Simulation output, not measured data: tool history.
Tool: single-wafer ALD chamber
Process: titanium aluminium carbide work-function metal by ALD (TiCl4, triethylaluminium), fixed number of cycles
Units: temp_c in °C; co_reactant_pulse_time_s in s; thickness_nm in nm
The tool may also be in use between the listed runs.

run,hour,temp_c,co_reactant_pulse_time_s,thickness_nm
1,0.0,295,9.85,2.0018
2,7.6,295,12.45,2.0274
3,14.4,290,11.54,1.9753
4,15.9,290,10.35,1.9700
5,19.4,283,10.35,1.8924
6,21.7,283,12.45,1.9113

Forecast run 7:
7,24.3,281,11.87,?

thickness_nm: 1.8858 nm
